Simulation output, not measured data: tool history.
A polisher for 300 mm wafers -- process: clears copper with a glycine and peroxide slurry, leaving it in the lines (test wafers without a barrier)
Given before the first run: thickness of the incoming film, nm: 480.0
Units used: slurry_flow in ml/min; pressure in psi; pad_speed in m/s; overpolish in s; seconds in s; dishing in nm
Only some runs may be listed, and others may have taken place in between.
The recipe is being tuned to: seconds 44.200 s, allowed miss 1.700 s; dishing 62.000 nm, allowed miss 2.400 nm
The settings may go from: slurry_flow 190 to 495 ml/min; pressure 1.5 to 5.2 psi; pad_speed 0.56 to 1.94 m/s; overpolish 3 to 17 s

run	day	slurry_flow	pressure	pad_speed	overpolish	seconds	dishing
1	0.000	320	3.3	1.24	9	68.185	40.401
2	0.246	320	3.8	1.24	9	59.630	45.105
3	0.583	385	3.8	1.24	9	59.354	45.324
4	0.638	385	4.2	1.24	9	54.251	49.003
5	0.788	385	4.5	1.24	9	51.824	51.920
6	1.150	385	4.5	1.40	9	45.838	56.237
7	1.404	385	4.6	1.40	9	45.700	57.687
8	1.550	385	4.7	1.40	9	43.405	57.486

Next run, 4 choices. One meets every target within its allowed miss, the rest don't. Which?
A	1.696	370	4.7	1.48	8	?	?
B	1.696	465	4.2	1.56	10	?	?
C	1.696	355	4.8	1.48	7	?	?
D	1.696	295	4.2	1.62	8	?	?

move	seconds	dishing
A	41.574	54.837
B	43.217	62.758
C	40.901	49.942
D	42.862	53.120
A: its largest miss is bigger than the last run's
B: each result inside its tolerance
C: its largest miss is bigger than the last run's
D: its largest miss is bigger than the last run's
Move B is the one to make.
